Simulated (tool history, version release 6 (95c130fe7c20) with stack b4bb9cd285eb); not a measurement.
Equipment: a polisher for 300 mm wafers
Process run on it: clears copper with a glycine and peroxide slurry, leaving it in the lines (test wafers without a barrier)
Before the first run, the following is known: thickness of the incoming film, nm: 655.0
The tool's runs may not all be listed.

run,day,flow of slurry (ml/min),pressure of the wafer on the pad (kPa),speed of the pad under the wafer (m/s),overpolish time after the end point (s),time until the end point was called (s),dishing of a wide line in a test structure (angstrom)
1,0,130,13.1,1.16,27,127.04,450.24
2,0.075,130,13.1,0.92,27,143.09,424.34
3,0.133,115,13.1,0.92,27,149.92,449.58
4,0.212,120,11.7,0.92,22,161.93,385.4
5,0.438,120,11.7,0.92,30,159.2,442.95
6,0.733,125,11,0.92,26,163.06,401.86
7,0.804,125,10.3,0.92,23,170.23,371.55
8,0.946,120,7.6,0.94,10,209.62,178.89
9,1.012,125,8.3,0.88,12,206.39,216.62
10,1.375,130,9,0.84,13,204.59,238.3
11,1.575,135,9.7,0.82,14,196.67,253.69
12,1.8,145,10.3,0.76,24,192.38,373.86
13,2.008,145,10.3,0.78,23,186.4,361.27
14,2.142,145,9.7,0.8,22,192.64,337.95
15,2.2,145,9.7,0.82,21,185.03,340.35
16,2.404,140,9.7,0.82,21,192.77,345.9

What does the tool deliver on the next run?
17,2.558,135,9.7,0.84,20,?,?

For run 17 the tool returned time until the end point was called (s) 193.47, dishing of a wide line in a test structure (angstrom) 337.35.

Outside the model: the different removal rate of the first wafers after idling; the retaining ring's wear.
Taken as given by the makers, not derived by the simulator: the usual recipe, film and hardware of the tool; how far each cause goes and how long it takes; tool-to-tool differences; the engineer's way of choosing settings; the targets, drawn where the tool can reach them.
